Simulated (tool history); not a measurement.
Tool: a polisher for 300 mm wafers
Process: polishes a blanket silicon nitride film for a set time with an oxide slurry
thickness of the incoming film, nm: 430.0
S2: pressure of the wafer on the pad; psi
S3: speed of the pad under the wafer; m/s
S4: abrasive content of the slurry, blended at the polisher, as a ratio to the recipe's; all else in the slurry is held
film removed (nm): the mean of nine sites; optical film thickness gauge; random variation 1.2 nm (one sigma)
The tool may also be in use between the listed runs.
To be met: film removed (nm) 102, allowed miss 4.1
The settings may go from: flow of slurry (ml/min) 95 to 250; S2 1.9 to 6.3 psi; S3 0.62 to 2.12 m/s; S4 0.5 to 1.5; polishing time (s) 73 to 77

{"run": 1, "hour": 0.0, "flow of slurry (ml/min)": 160, "S2": 4.1, "S3": 1.36, "S4": 1, "polishing time (s)": 73, "film removed (nm)": 65.386}
{"run": 2, "hour": 7.9, "flow of slurry (ml/min)": 165, "S2": 4.6, "S3": 1.38, "S4": 1, "polishing time (s)": 73, "film removed (nm)": 74.8}
{"run": 3, "hour": 16.3, "flow of slurry (ml/min)": 145, "S2": 4.6, "S3": 1.38, "S4": 1, "polishing time (s)": 73, "film removed (nm)": 73.585}
{"run": 4, "hour": 19.2, "flow of slurry (ml/min)": 145, "S2": 5, "S3": 1.38, "S4": 1, "polishing time (s)": 73, "film removed (nm)": 79.827}
{"run": 5, "hour": 28.0, "flow of slurry (ml/min)": 150, "S2": 5.3, "S3": 1.38, "S4": 1, "polishing time (s)": 73, "film removed (nm)": 83.173}
{"run": 6, "hour": 33.3, "flow of slurry (ml/min)": 150, "S2": 5.3, "S3": 1.1, "S4": 1, "polishing time (s)": 73, "film removed (nm)": 70.423}
{"run": 7, "hour": 41.2, "flow of slurry (ml/min)": 150, "S2": 5.6, "S3": 1.18, "S4": 1, "polishing time (s)": 73, "film removed (nm)": 79.452}
{"run": 8, "hour": 43.3, "flow of slurry (ml/min)": 150, "S2": 5.6, "S3": 1.18, "S4": 1, "polishing time (s)": 73, "film removed (nm)": 79.781}
{"run": 9, "hour": 51.9, "flow of slurry (ml/min)": 165, "S2": 6.3, "S3": 1.3, "S4": 1, "polishing time (s)": 73, "film removed (nm)": 95.589}
{"run": 10, "hour": 54.3, "flow of slurry (ml/min)": 165, "S2": 6.3, "S3": 1.3, "S4": 1, "polishing time (s)": 73, "film removed (nm)": 98.622}

Which of these 4 next moves meets every target?
{"run": "A", "hour": 56.7, "flow of slurry (ml/min)": 175, "S2": 5.6, "S3": 1.36, "S4": 1, "polishing time (s)": 74, "film removed (nm)": "?"}
{"run": "B", "hour": 56.7, "flow of slurry (ml/min)": 175, "S2": 6.2, "S3": 1.34, "S4": 0.95, "polishing time (s)": 73, "film removed (nm)": "?"}
{"run": "C", "hour": 56.7, "flow of slurry (ml/min)": 115, "S2": 6.3, "S3": 1.48, "S4": 0.95, "polishing time (s)": 76, "film removed (nm)": "?"}
{"run": "D", "hour": 56.7, "flow of slurry (ml/min)": 200, "S2": 6.3, "S3": 1.5, "S4": 0.95, "polishing time (s)": 74, "film removed (nm)": "?"}

move=A film_removed_(nm)=92.197
move=B film_removed_(nm)=96.54
move=C film_removed_(nm)=102.62
move=D film_removed_(nm)=110.83
A: further off than the last run
B: further off than the last run
C: meets every target
D: takes the result that was furthest off past its target
Answer: C

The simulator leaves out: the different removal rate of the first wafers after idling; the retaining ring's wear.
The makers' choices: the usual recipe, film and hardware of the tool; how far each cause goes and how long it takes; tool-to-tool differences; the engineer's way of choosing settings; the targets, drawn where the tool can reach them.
